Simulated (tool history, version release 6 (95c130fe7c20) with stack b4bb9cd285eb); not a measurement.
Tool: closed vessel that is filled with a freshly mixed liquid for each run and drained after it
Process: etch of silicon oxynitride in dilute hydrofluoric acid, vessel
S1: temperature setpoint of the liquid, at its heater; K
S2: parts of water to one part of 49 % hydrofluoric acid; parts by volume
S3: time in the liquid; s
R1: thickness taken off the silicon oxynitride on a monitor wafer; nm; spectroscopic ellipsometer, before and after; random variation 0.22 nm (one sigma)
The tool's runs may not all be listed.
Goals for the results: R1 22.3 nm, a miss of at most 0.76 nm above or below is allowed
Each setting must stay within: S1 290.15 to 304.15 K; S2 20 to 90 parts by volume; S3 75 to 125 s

run  hour      S1  S2   S3      R1
  1     0  296.15  50  125  9.9778
  2   1.4  298.15  50  125  10.972
  3   6.8  299.65  45  125  13.089
  4   9.3  300.65  40  125  15.329
  5  17.7  300.65  55  125  11.365
  6  19.1  300.65  55  125  11.079
  7  27.2  301.65  50  125  12.878
  8  30.8  302.15  45  125  14.804
  9  38.2  302.65  40  125  17.247
 10  39.1  304.15  30  125  24.843
 11  40.4  303.65  30  125  24.274
 12  41.8  303.15  30  125   23.44

Of the 4 settings listed for the next run, only one would bring every result within its allowed miss of target. Which one?
  A  43.2  303.15  25  115   ?
  B  43.2  304.15  30  125   ?
  C  43.2  304.15  20   75   ?
  D  43.2  304.15  35  125   ?

move      R1
   A  26.109
   B  24.713
   C    22.4
   D  21.089
A: its largest miss is bigger than the last run's
B: its largest miss is bigger than the last run's
C: meets every target
D: pushes the last run's worst result past its target
Correct choice: C, which meets every target
